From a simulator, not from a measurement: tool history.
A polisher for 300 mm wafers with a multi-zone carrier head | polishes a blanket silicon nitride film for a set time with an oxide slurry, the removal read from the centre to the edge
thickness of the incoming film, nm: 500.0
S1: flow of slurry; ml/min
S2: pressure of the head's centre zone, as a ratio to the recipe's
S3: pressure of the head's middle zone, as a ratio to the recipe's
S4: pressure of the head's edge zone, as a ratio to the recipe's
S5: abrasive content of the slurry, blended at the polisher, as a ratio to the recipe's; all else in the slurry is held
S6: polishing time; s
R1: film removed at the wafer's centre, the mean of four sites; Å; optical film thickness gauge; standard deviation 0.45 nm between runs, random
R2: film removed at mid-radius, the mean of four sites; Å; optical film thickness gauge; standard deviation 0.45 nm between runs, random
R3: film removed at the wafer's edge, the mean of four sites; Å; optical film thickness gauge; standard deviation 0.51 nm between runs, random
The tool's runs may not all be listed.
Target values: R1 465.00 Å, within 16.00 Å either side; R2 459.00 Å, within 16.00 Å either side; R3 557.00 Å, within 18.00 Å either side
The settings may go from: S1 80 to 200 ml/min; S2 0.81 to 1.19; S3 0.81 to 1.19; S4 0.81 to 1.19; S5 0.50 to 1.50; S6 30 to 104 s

run	hour	S1	S2	S3	S4	S5	S6	R1	R2	R3
1	0.0	130	1.00	1.00	1.00	1.00	67	707.07	697.06	748.76
2	1.8	120	0.97	0.96	0.98	0.90	67	612.24	620.54	656.43
3	3.9	115	0.96	0.92	1.01	0.85	67	581.59	574.07	647.53
4	8.7	110	0.95	0.89	1.01	0.85	67	559.73	548.04	633.27
5	12.0	105	0.94	0.87	1.01	0.85	67	538.48	534.93	637.91
6	13.9	105	0.94	0.87	0.94	0.85	67	540.59	534.41	609.39
7	16.3	100	0.93	0.86	0.94	0.85	67	534.32	512.00	611.09
8	20.6	100	0.91	0.85	0.92	0.85	67	516.94	504.56	593.96
9	28.4	95	0.90	0.84	0.91	0.85	67	497.59	500.66	592.41
10	31.0	90	0.90	0.83	0.90	0.85	67	499.07	487.44	578.04
11	39.9	80	0.86	0.81	0.91	0.80	67	423.85	427.90	533.42
12	48.0	110	0.88	0.81	0.91	0.80	67	490.77	475.24	571.40
13	53.8	105	0.88	0.81	0.91	0.80	67	476.56	473.98	567.69

4 candidate next runs follow, results not yet known. Just one meets every target within its allowed miss. Identify it.
A	59.6	115	0.82	0.87	0.91	0.90	59	?	?	?
B	59.6	105	0.88	0.88	0.84	0.75	72	?	?	?
C	59.6	80	0.90	0.83	0.90	0.65	88	?	?	?
D	59.6	105	0.91	0.85	0.86	0.80	67	?	?	?

move	R1	R2	R3
A	447.41	497.00	562.85
B	482.79	506.03	552.11
C	455.70	452.50	553.30
D	494.91	487.37	553.28
A: lands further from the targets than the last run did
B: lands further from the targets than the last run did
C: each result inside its tolerance
D: lands further from the targets than the last run did
Move C is the one to make.
